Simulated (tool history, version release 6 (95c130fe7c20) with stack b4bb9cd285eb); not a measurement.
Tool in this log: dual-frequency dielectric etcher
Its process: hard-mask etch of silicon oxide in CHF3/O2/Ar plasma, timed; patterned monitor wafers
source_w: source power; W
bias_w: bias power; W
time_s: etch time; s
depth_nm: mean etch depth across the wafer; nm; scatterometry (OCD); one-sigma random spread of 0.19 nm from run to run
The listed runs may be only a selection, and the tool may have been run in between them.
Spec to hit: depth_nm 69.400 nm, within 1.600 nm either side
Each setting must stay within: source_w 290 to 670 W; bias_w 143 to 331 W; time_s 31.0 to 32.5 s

{"run": 1, "hour": 0.0, "source_w": 480, "bias_w": 237, "time_s": 31.0, "depth_nm": 60.093}
{"run": 2, "hour": 4.8, "source_w": 440, "bias_w": 237, "time_s": 31.0, "depth_nm": 58.56}
{"run": 3, "hour": 10.2, "source_w": 490, "bias_w": 246, "time_s": 31.0, "depth_nm": 61.693}
{"run": 4, "hour": 13.0, "source_w": 490, "bias_w": 205, "time_s": 31.0, "depth_nm": 57.819}
{"run": 5, "hour": 16.1, "source_w": 550, "bias_w": 205, "time_s": 31.0, "depth_nm": 60.292}
{"run": 6, "hour": 22.7, "source_w": 570, "bias_w": 216, "time_s": 31.0, "depth_nm": 62.476}
{"run": 7, "hour": 23.8, "source_w": 590, "bias_w": 223, "time_s": 31.0, "depth_nm": 63.994}
{"run": 8, "hour": 31.3, "source_w": 610, "bias_w": 228, "time_s": 31.0, "depth_nm": 65.141}
{"run": 9, "hour": 33.5, "source_w": 620, "bias_w": 233, "time_s": 31.0, "depth_nm": 66.124}
{"run": 10, "hour": 39.8, "source_w": 630, "bias_w": 236, "time_s": 31.0, "depth_nm": 67.044}
{"run": 11, "hour": 40.9, "source_w": 640, "bias_w": 238, "time_s": 31.0, "depth_nm": 67.268}

4 candidate next runs follow, results not yet known. Just one meets every target within its allowed miss. Identify it.
{"run": "A", "hour": 42.0, "source_w": 670, "bias_w": 205, "time_s": 31.0, "depth_nm": "?"}
{"run": "B", "hour": 42.0, "source_w": 670, "bias_w": 234, "time_s": 31.5, "depth_nm": "?"}
{"run": "C", "hour": 42.0, "source_w": 610, "bias_w": 224, "time_s": 31.5, "depth_nm": "?"}
{"run": "D", "hour": 42.0, "source_w": 610, "bias_w": 218, "time_s": 31.5, "depth_nm": "?"}

move=A depth_nm=65.267
move=B depth_nm=69.386
move=C depth_nm=65.939
move=D depth_nm=65.326
A: the biggest miss grows against the last run
B: all results land within tolerance of their targets
C: the biggest miss grows against the last run
D: the biggest miss grows against the last run
So the answer is move B, the one that meets all the targets.
